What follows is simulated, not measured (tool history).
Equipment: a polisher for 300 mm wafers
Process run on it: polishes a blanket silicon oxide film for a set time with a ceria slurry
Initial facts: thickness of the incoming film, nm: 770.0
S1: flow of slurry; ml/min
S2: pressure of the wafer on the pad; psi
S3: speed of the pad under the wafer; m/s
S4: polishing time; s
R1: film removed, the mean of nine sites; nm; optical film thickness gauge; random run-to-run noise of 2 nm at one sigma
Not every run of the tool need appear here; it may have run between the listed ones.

| run | hour | S1 | S2 | S3 | S4 | R1 |
|---|---|---|---|---|---|---|
| 1 | 0 | 135 | 2.5 | 1.24 | 89 | 431.67 |
| 2 | 8 | 135 | 2.4 | 1.22 | 89 | 410.71 |
| 3 | 16.2 | 135 | 2.4 | 1.22 | 89 | 407.42 |
| 4 | 22.2 | 135 | 1.9 | 1.22 | 89 | 340.14 |
| 5 | 27.9 | 110 | 1.9 | 1.22 | 89 | 325.64 |
| 6 | 32.4 | 110 | 1.9 | 1.22 | 89 | 325.45 |
| 7 | 34.7 | 110 | 1.9 | 1.22 | 89 | 329.36 |
| 8 | 41.9 | 110 | 1.8 | 1.2 | 89 | 313.09 |

What does the tool deliver on the next run?
| 9 | 44.4 | 110 | 1.7 | 1.18 | 89 | ? |

For run 9 the tool returned R1 297.69 nm.
